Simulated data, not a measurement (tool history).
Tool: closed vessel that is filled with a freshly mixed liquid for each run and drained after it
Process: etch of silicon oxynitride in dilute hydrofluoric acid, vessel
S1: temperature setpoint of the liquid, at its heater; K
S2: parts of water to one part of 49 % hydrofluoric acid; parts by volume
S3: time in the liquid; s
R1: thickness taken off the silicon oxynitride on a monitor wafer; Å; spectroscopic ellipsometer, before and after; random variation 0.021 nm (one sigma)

run 1 hour=0.0 | S1=293.15 S2=125 S3=230 | R1=66.215
run 2 hour=0.9 | S1=293.15 S2=155 S3=230 | R1=52.280
run 3 hour=2.9 | S1=293.15 S2=195 S3=230 | R1=40.858
run 4 hour=11.4 | S1=290.15 S2=195 S3=230 | R1=35.196
run 5 hour=15.8 | S1=290.65 S2=195 S3=230 | R1=36.253
run 6 hour=16.7 | S1=291.15 S2=195 S3=230 | R1=36.899
run 7 hour=18.5 | S1=291.65 S2=195 S3=230 | R1=37.890

The next listed run, before its measurement:
run 8 hour=26.8 | S1=292.15 S2=195 S3=230 | R1=?

Run 8 gave R1 38.794 Å.
